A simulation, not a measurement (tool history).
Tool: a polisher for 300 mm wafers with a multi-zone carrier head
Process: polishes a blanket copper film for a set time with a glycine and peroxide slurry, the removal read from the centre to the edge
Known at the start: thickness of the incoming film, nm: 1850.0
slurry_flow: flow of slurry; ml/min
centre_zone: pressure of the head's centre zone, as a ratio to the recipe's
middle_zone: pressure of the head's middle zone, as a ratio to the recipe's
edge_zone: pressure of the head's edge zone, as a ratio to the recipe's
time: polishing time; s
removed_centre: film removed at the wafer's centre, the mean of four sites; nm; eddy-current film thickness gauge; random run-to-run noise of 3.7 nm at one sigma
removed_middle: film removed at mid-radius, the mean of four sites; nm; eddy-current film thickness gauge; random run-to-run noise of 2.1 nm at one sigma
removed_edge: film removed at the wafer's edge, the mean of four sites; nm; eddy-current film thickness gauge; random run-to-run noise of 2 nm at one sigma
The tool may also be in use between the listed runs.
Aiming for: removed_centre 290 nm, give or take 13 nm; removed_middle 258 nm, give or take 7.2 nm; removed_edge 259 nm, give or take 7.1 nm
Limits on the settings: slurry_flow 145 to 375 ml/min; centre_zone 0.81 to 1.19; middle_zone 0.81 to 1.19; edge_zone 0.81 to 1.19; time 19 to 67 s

| run | hour | slurry_flow | centre_zone | middle_zone | edge_zone | time | removed_centre | removed_middle | removed_edge |
|---|---|---|---|---|---|---|---|---|---|
| 1 | 0 | 240 | 1 | 1 | 1 | 43 | 234.06 | 227.34 | 233.67 |
| 2 | 4 | 250 | 1.02 | 1.01 | 1.01 | 43 | 229.16 | 229.85 | 235.76 |
| 3 | 11 | 250 | 1.02 | 1.01 | 1.01 | 35 | 195.6 | 188.63 | 194.45 |
| 4 | 17.4 | 250 | 0.98 | 1.01 | 1.01 | 35 | 180.74 | 188.05 | 191.17 |
| 5 | 21.8 | 250 | 1.01 | 1.02 | 1.02 | 36 | 194.32 | 192.15 | 197.92 |
| 6 | 24 | 255 | 1.03 | 1.03 | 1.02 | 37 | 201.5 | 202.52 | 205.26 |
| 7 | 26.9 | 250 | 1.05 | 1.03 | 1.02 | 38 | 214.55 | 209.12 | 210.69 |
| 8 | 29.1 | 285 | 1.15 | 1.11 | 1.12 | 44 | 273.41 | 258.48 | 253.06 |
| 9 | 36.4 | 285 | 1.16 | 1.11 | 1.12 | 44 | 274.51 | 260.82 | 257.98 |
| 10 | 41.6 | 285 | 1.16 | 1.1 | 1.11 | 44 | 277.26 | 257.05 | 250.88 |

Consider the 5 candidate settings below. Which is the only one whose results all fall within their allowed miss of target?
| A | 46.8 | 280 | 1.19 | 1.12 | 1.06 | 43 | ? | ? | ? |
| B | 46.8 | 310 | 1.19 | 1.01 | 1.16 | 44 | ? | ? | ? |
| C | 46.8 | 310 | 1.17 | 1.03 | 1.03 | 46 | ? | ? | ? |
| D | 46.8 | 335 | 1.19 | 0.96 | 1.12 | 49 | ? | ? | ? |
| E | 46.8 | 295 | 1.12 | 1.1 | 1.15 | 44 | ? | ? | ? |

| move | removed_centre | removed_middle | removed_edge |
|---|---|---|---|
| A | 281.57 | 255.06 | 242.06 |
| B | 291.15 | 242.86 | 260.31 |
| C | 299.28 | 257.91 | 258.02 |
| D | 326.67 | 261.81 | 287.02 |
| E | 272.62 | 258.7 | 258.03 |
A: moves away from the targets compared with the last run
B: brings the last run's worst result on target, with another outside its allowed miss
C: each result inside its tolerance
D: takes the result that was furthest off past its target
E: brings the last run's worst result on target, with another outside its allowed miss
The right move is C.
